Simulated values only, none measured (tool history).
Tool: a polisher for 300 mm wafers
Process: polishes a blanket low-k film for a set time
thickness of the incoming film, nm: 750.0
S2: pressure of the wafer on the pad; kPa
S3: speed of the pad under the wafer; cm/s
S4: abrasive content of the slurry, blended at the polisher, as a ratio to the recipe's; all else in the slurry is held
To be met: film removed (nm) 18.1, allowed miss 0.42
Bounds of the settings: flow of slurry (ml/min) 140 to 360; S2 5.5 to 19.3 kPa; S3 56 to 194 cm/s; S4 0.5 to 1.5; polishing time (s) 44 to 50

{"run": 1, "hour": 0.0, "flow of slurry (ml/min)": 230, "S2": 12.4, "S3": 124, "S4": 1, "polishing time (s)": 50, "film removed (nm)": 27.567}
{"run": 2, "hour": 6.3, "flow of slurry (ml/min)": 225, "S2": 11.7, "S3": 124, "S4": 1, "polishing time (s)": 50, "film removed (nm)": 26.418}
{"run": 3, "hour": 9.0, "flow of slurry (ml/min)": 225, "S2": 11, "S3": 124, "S4": 1, "polishing time (s)": 50, "film removed (nm)": 24.597}
{"run": 4, "hour": 16.7, "flow of slurry (ml/min)": 225, "S2": 10.3, "S3": 124, "S4": 1, "polishing time (s)": 50, "film removed (nm)": 23.366}
{"run": 5, "hour": 24.0, "flow of slurry (ml/min)": 225, "S2": 9.7, "S3": 124, "S4": 1, "polishing time (s)": 50, "film removed (nm)": 21.942}
{"run": 6, "hour": 32.3, "flow of slurry (ml/min)": 200, "S2": 9.7, "S3": 124, "S4": 1, "polishing time (s)": 50, "film removed (nm)": 21.208}
{"run": 7, "hour": 33.9, "flow of slurry (ml/min)": 195, "S2": 9.7, "S3": 124, "S4": 1, "polishing time (s)": 50, "film removed (nm)": 21.425}
{"run": 8, "hour": 40.4, "flow of slurry (ml/min)": 190, "S2": 9.7, "S3": 124, "S4": 1, "polishing time (s)": 50, "film removed (nm)": 21.091}
{"run": 9, "hour": 49.4, "flow of slurry (ml/min)": 185, "S2": 9.7, "S3": 124, "S4": 1, "polishing time (s)": 50, "film removed (nm)": 21.17}
{"run": 10, "hour": 52.6, "flow of slurry (ml/min)": 180, "S2": 9.7, "S3": 124, "S4": 1, "polishing time (s)": 50, "film removed (nm)": 20.779}
{"run": 11, "hour": 59.0, "flow of slurry (ml/min)": 175, "S2": 9.7, "S3": 124, "S4": 1, "polishing time (s)": 50, "film removed (nm)": 20.842}
{"run": 12, "hour": 63.5, "flow of slurry (ml/min)": 170, "S2": 9.7, "S3": 124, "S4": 1, "polishing time (s)": 50, "film removed (nm)": 20.949}
{"run": 13, "hour": 69.0, "flow of slurry (ml/min)": 160, "S2": 9, "S3": 124, "S4": 1, "polishing time (s)": 50, "film removed (nm)": 19.295}
{"run": 14, "hour": 71.6, "flow of slurry (ml/min)": 150, "S2": 9, "S3": 124, "S4": 1, "polishing time (s)": 50, "film removed (nm)": 18.662}
{"run": 15, "hour": 79.4, "flow of slurry (ml/min)": 145, "S2": 9, "S3": 124, "S4": 1, "polishing time (s)": 50, "film removed (nm)": 18.53}
{"run": 16, "hour": 81.1, "flow of slurry (ml/min)": 140, "S2": 9, "S3": 124, "S4": 1, "polishing time (s)": 50, "film removed (nm)": 18.612}

4 next moves are on the table. One of them brings every result within its allowed miss. Which?
{"run": "A", "hour": 82.8, "flow of slurry (ml/min)": 165, "S2": 9, "S3": 140, "S4": 1, "polishing time (s)": 46, "film removed (nm)": "?"}
{"run": "B", "hour": 82.8, "flow of slurry (ml/min)": 170, "S2": 13.8, "S3": 82, "S4": 0.75, "polishing time (s)": 47, "film removed (nm)": "?"}
{"run": "C", "hour": 82.8, "flow of slurry (ml/min)": 140, "S2": 9.7, "S3": 124, "S4": 1.25, "polishing time (s)": 45, "film removed (nm)": "?"}
{"run": "D", "hour": 82.8, "flow of slurry (ml/min)": 145, "S2": 7.6, "S3": 142, "S4": 1.1, "polishing time (s)": 50, "film removed (nm)": "?"}

move=A film_removed_(nm)=19.312
move=B film_removed_(nm)=19.323
move=C film_removed_(nm)=19.349
move=D film_removed_(nm)=18.135
A: further off than the last run
B: further off than the last run
C: further off than the last run
D: meets every target
The right move is D.

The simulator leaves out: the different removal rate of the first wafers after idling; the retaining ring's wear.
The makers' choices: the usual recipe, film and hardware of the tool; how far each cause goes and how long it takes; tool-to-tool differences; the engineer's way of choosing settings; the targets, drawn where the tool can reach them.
